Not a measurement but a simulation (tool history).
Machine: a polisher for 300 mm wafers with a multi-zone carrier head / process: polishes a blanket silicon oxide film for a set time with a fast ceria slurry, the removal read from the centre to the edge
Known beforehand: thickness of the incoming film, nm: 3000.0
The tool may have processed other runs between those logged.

run,hour,flow of slurry (ml/min),pressure of the head's centre zone,pressure of the head's middle zone,pressure of the head's edge zone,polishing time (s),film removed at the wafer's centre (nm),film removed at mid-radius (nm),film removed at the wafer's edge (nm)
1,0,305,1,1,1,57,841.35,752.53,767.81
2,5.1,305,1,1.04,1,57,845.62,787.51,773.98
3,5.7,305,1,1.08,1,57,850.31,803.68,776.93
4,12.7,310,1.03,1.08,1.03,59,901.29,826.64,807.8
5,20.9,315,1.05,1.07,1.05,62,977.05,868,867.67
6,25.6,380,1.05,1.07,1.05,62,992.78,896.65,880.88
7,31.1,380,1.07,1.06,1.07,63,1015.4,900.49,894.3
8,32.1,375,1.09,1.05,1.08,65,1059.5,891.8,931.53

Expected results for the next run?
9,34.6,375,1.1,1.05,1.08,66,?,?,?

Run 9 gave film removed at the wafer's centre (nm) 1098.7, film removed at mid-radius (nm) 912.77, film removed at the wafer's edge (nm) 955.93.
